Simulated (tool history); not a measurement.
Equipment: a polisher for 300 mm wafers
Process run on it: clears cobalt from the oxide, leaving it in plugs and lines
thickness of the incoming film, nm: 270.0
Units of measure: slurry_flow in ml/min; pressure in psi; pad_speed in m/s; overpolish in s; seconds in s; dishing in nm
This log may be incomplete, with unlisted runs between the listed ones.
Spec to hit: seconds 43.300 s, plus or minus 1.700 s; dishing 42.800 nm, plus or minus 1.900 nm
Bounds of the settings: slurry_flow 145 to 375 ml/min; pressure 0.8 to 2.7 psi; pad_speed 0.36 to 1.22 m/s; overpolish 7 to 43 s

Run 1, day 0.000: slurry_flow 240 ml/min, pressure 1.7 psi, pad_speed 0.78 m/s, overpolish 22 s. Result: seconds 72.841 s, dishing 44.453 nm.
Run 2, day 0.312: slurry_flow 240 ml/min, pressure 1.3 psi, pad_speed 0.78 m/s, overpolish 22 s. Result: seconds 93.445 s, dishing 39.399 nm.
Run 3, day 0.583: slurry_flow 240 ml/min, pressure 1.5 psi, pad_speed 0.78 m/s, overpolish 20 s. Result: seconds 81.885 s, dishing 41.028 nm.
Run 4, day 0.675: slurry_flow 240 ml/min, pressure 1.6 psi, pad_speed 0.78 m/s, overpolish 18 s. Result: seconds 77.085 s, dishing 39.730 nm.
Run 5, day 0.933: slurry_flow 240 ml/min, pressure 1.6 psi, pad_speed 0.66 m/s, overpolish 18 s. Result: seconds 90.824 s, dishing 35.736 nm.
Run 6, day 1.025: slurry_flow 240 ml/min, pressure 1.9 psi, pad_speed 0.66 m/s, overpolish 18 s. Result: seconds 75.912 s, dishing 39.048 nm.
Run 7, day 1.288: slurry_flow 240 ml/min, pressure 2.0 psi, pad_speed 0.66 m/s, overpolish 17 s. Result: seconds 72.630 s, dishing 38.685 nm.
Run 8, day 1.629: slurry_flow 240 ml/min, pressure 2.1 psi, pad_speed 0.68 m/s, overpolish 16 s. Result: seconds 67.209 s, dishing 39.263 nm.
Run 9, day 1.875: slurry_flow 240 ml/min, pressure 2.2 psi, pad_speed 0.70 m/s, overpolish 15 s. Result: seconds 62.844 s, dishing 40.554 nm.
Run 10, day 1.925: slurry_flow 240 ml/min, pressure 2.3 psi, pad_speed 0.72 m/s, overpolish 14 s. Result: seconds 58.916 s, dishing 38.494 nm.
Run 11, day 2.158: slurry_flow 240 ml/min, pressure 2.4 psi, pad_speed 0.74 m/s, overpolish 14 s. Result: seconds 55.159 s, dishing 42.537 nm.
Run 12, day 2.404: slurry_flow 240 ml/min, pressure 2.4 psi, pad_speed 0.74 m/s, overpolish 14 s. Result: seconds 55.275 s, dishing 41.025 nm.
Run 13, day 2.746: slurry_flow 240 ml/min, pressure 2.4 psi, pad_speed 0.76 m/s, overpolish 14 s. Result: seconds 53.478 s, dishing 41.559 nm.
Run 14, day 2.871: slurry_flow 245 ml/min, pressure 2.6 psi, pad_speed 0.80 m/s, overpolish 12 s. Result: seconds 46.696 s, dishing 41.548 nm.

Exactly one of the 4 candidate moves below puts every result within its allowed miss. Which one?
Run A, day 2.996: slurry_flow 145 ml/min, pressure 2.6 psi, pad_speed 0.94 m/s, overpolish 15 s. Result: seconds ?, dishing ?.
Run B, day 2.996: slurry_flow 260 ml/min, pressure 2.7 psi, pad_speed 0.84 m/s, overpolish 15 s. Result: seconds ?, dishing ?.
Run C, day 2.996: slurry_flow 275 ml/min, pressure 2.7 psi, pad_speed 0.90 m/s, overpolish 14 s. Result: seconds ?, dishing ?.
Run D, day 2.996: slurry_flow 155 ml/min, pressure 2.7 psi, pad_speed 0.88 m/s, overpolish 12 s. Result: seconds ?, dishing ?.

move  seconds  dishing
   A   43.901   47.570
   B   42.998   48.013
   C   39.963   48.070
   D   44.475   42.596
A: brings the result that was furthest off to its target, and leaves another outside
B: brings the result that was furthest off to its target, and leaves another outside
C: takes the result that was furthest off past its target
D: each result inside its tolerance
D is the move that brings every result within its allowed miss.

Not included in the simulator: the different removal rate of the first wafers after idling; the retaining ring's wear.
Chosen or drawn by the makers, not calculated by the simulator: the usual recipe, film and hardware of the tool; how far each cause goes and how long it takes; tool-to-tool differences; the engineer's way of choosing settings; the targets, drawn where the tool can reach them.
